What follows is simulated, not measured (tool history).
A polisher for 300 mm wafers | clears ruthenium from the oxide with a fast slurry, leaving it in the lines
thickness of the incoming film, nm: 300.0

run,hour,flow of slurry (ml/min),pressure of the wafer on the pad (psi),speed of the pad under the wafer (cm/s),abrasive content of the slurry,overpolish time after the end point (s),time until the end point was called (s),dishing of a wide line in a test structure (Å)
1,0.0,135,2.9,102,1.00,14,58.970,434.80
2,3.7,135,2.6,102,1.00,11,65.665,341.02
3,6.5,135,2.3,108,1.00,9,70.510,263.50
4,8.5,135,2.3,116,1.00,9,68.410,269.55
5,13.1,135,2.1,128,1.00,8,70.595,240.58
6,14.2,135,1.9,136,1.05,7,71.399,211.70
7,18.9,130,1.8,142,1.10,6,71.711,189.45
8,22.1,95,1.7,146,1.25,4,75.328,125.51
9,28.7,100,1.7,146,1.25,4,73.161,127.64
10,32.7,105,1.7,146,1.25,4,73.654,129.01
11,38.9,110,1.7,146,1.20,4,73.909,131.78
12,39.9,115,1.7,146,1.20,4,73.856,130.80
13,43.6,115,1.7,146,1.15,4,73.188,128.79
14,50.9,110,1.5,146,1.20,8,82.783,210.44
15,56.3,105,1.6,146,1.25,7,76.930,203.28
16,62.0,80,1.5,134,1.50,4,84.737,111.51
17,69.3,115,1.7,134,1.45,4,70.953,131.86

Run 18 comes next. What will it give?
18,72.3,115,1.7,134,1.45,4,?,?

{"run 18": {"time until the end point was called (s)": 71.135, "dishing of a wide line in a test structure (Å)": 132.62}}
